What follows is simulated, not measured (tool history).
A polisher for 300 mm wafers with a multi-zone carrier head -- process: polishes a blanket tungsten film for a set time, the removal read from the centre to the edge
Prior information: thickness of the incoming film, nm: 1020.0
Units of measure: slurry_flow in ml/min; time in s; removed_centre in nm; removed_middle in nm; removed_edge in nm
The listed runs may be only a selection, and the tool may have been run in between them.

run  hour  slurry_flow  centre_zone  middle_zone  edge_zone  slurry_solids  time  removed_centre  removed_middle  removed_edge
  1     0          185            1            1          1              1    46          397.75           414.5        417.02
  2   1.7          155            1            1          1              1    46          391.55          398.21        406.24
  3     6          155            1         1.03          1              1    46          386.09           410.2        403.82
  4  10.6          175         0.99         1.04       1.04           1.05    46          401.05          424.28        426.16
  5  16.5          175         0.99         0.96       1.04           1.05    46          397.96          400.94        427.24
  6  19.9          175         0.99         0.92       1.04           1.05    46          398.97          384.67        429.17
  7  21.2          225         0.89         1.02       1.14            1.3    47          416.12          478.13        498.93
  8  24.4          235         0.88         1.04       1.15            1.3    47          416.85          485.28        506.61
  9  32.4          245         0.87         1.06       1.15            1.3    47          417.28          494.45        509.93
 10  37.4          250         0.86         1.08       1.15            1.3    47          409.58          510.75        507.63
 11  45.3          255         0.86         1.09       1.16            1.3    47           414.8          514.79        505.08

Run 12, settings as shown, results not yet in. Your forecast:
 12  51.6          260         0.85         1.09       1.17            1.3    47               ?               ?             ?

removed_centre: 409.88 nm
removed_middle: 514.88 nm
removed_edge: 512.3 nm

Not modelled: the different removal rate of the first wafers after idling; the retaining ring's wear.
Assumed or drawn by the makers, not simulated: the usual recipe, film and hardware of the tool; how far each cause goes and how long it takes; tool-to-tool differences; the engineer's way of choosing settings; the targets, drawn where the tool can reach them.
